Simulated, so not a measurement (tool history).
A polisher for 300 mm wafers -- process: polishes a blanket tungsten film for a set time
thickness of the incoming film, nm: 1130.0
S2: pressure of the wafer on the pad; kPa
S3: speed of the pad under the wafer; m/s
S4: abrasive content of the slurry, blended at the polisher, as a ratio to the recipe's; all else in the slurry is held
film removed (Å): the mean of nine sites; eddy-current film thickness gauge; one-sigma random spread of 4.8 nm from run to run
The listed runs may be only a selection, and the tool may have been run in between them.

{"run": 1, "hour": 0.0, "flow of slurry (ml/min)": 315, "S2": 20, "S3": 0.94, "S4": 1, "polishing time (s)": 114, "film removed (Å)": 4104.3}
{"run": 2, "hour": 4.6, "flow of slurry (ml/min)": 315, "S2": 20.7, "S3": 0.94, "S4": 1, "polishing time (s)": 114, "film removed (Å)": 4235.9}
{"run": 3, "hour": 9.3, "flow of slurry (ml/min)": 315, "S2": 21.4, "S3": 0.94, "S4": 1, "polishing time (s)": 114, "film removed (Å)": 4298.2}
{"run": 4, "hour": 15.6, "flow of slurry (ml/min)": 365, "S2": 21.4, "S3": 0.94, "S4": 1, "polishing time (s)": 114, "film removed (Å)": 4397.3}
{"run": 5, "hour": 16.8, "flow of slurry (ml/min)": 365, "S2": 22.1, "S3": 0.94, "S4": 1, "polishing time (s)": 114, "film removed (Å)": 4456}
{"run": 6, "hour": 23.0, "flow of slurry (ml/min)": 365, "S2": 22.1, "S3": 0.94, "S4": 0.9, "polishing time (s)": 114, "film removed (Å)": 4319.6}

Estimate the outcome of run 7 from the log above:
{"run": 7, "hour": 31.9, "flow of slurry (ml/min)": 365, "S2": 22.8, "S3": 0.94, "S4": 0.9, "polishing time (s)": 114, "film removed (Å)": "?"}

film removed (Å): 4479.7
